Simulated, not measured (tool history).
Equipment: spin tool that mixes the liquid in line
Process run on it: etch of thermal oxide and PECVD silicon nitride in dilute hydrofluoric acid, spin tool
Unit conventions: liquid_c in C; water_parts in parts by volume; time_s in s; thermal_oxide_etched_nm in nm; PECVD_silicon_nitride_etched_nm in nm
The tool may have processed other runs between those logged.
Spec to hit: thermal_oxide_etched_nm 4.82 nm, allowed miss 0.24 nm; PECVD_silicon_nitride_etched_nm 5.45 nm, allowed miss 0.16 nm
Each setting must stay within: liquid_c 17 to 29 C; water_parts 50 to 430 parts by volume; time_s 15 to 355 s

| run | hour | liquid_c | water_parts | time_s | thermal_oxide_etched_nm | PECVD_silicon_nitride_etched_nm |
|---|---|---|---|---|---|---|
| 1 | 0 | 21 | 240 | 180 | 2.9949 | 4.034 |
| 2 | 5.1 | 21 | 220 | 175 | 3.2825 | 4.268 |
| 3 | 9.5 | 24.5 | 220 | 175 | 3.7274 | 5.3362 |
| 4 | 14.9 | 27 | 220 | 175 | 4.1214 | 6.1748 |
| 5 | 19.7 | 26 | 205 | 170 | 4.0318 | 6.1041 |
| 6 | 22.2 | 24.5 | 190 | 170 | 4.2841 | 5.9648 |
|  | 30.8 | thermometer replaced |
| 7 | 30.8 | 23.5 | 180 | 170 | 3.9949 | 5.1152 |
| 8 | 34.6 | 23.5 | 170 | 170 | 4.2599 | 5.4266 |

Below are 4 possible settings for the next run. Only one of them brings all results inside the allowed miss of their targets. Which is it?
| A | 38.4 | 18.5 | 180 | 270 | ? | ? |
| B | 38.4 | 26 | 170 | 145 | ? | ? |
| C | 38.4 | 22 | 125 | 140 | ? | ? |
| D | 38.4 | 19 | 115 | 165 | ? | ? |

| move | thermal_oxide_etched_nm | PECVD_silicon_nitride_etched_nm |
|---|---|---|
| A | 5.3218 | 5.8178 |
| B | 4.076 | 5.3767 |
| C | 4.8353 | 5.4348 |
| D | 5.5485 | 5.679 |
A: moves the result that the last run missed by most past its target, out the other side
B: further off than the last run
C: each result inside its tolerance
D: moves the result that the last run missed by most past its target, out the other side
Move C is the one to make.
